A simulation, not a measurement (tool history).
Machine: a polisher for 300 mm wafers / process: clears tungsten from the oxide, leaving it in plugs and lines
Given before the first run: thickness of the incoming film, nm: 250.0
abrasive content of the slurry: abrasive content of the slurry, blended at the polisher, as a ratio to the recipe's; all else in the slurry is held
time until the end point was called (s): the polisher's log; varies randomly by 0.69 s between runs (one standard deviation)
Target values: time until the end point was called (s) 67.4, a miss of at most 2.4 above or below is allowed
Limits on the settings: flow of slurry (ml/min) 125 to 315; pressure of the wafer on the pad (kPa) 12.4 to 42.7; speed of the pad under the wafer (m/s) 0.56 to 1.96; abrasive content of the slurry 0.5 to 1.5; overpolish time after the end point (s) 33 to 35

run	hour	flow of slurry (ml/min)	pressure of the wafer on the pad (kPa)	speed of the pad under the wafer (m/s)	abrasive content of the slurry	overpolish time after the end point (s)	time until the end point was called (s)
1	0	205	27.6	1.26	1	33	46.143
2	7.1	205	25.5	1.26	1	33	49.181
3	14.6	205	25.5	1.26	1	33	48.709
4	16.9	205	25.5	1.26	1	35	49.109
5	19.2	205	25.5	1.5	1	35	41.421
6	22.7	205	25.5	1.5	0.9	35	42.58
7	27.5	205	23.4	1.5	0.9	35	45.797
8	31.8	205	21.4	1.5	0.9	35	50.849
9	33.6	205	20	1.5	0.9	35	54.624
10	40.8	205	19.3	1.5	0.9	35	54.53
11	47	205	18.6	1.5	0.9	35	57.338
12	54.3	205	17.9	1.5	0.9	35	58.321
13	60.9	205	17.2	1.5	0.9	35	60.847
14	66.4	205	16.5	1.5	0.9	35	64.039
15	69.2	200	15.2	1.5	0.9	35	69.07

Below are 5 possible settings for the next run. Only one of them brings all results inside the allowed miss of their targets. Which is it?
A	72	190	14.5	1.62	1	35	?
B	72	220	19.3	1.16	0.8	35	?
C	72	190	13.8	1.56	0.95	35	?
D	72	200	15.2	1.38	0.9	34	?
E	72	150	16.5	1.4	0.85	35	?

move	time until the end point was called (s)
A	68.436
B	73.406
C	75.037
D	77.449
E	74.432
A: meets every target
B: lands further from the targets than the last run did
C: lands further from the targets than the last run did
D: lands further from the targets than the last run did
E: lands further from the targets than the last run did
Answer: A
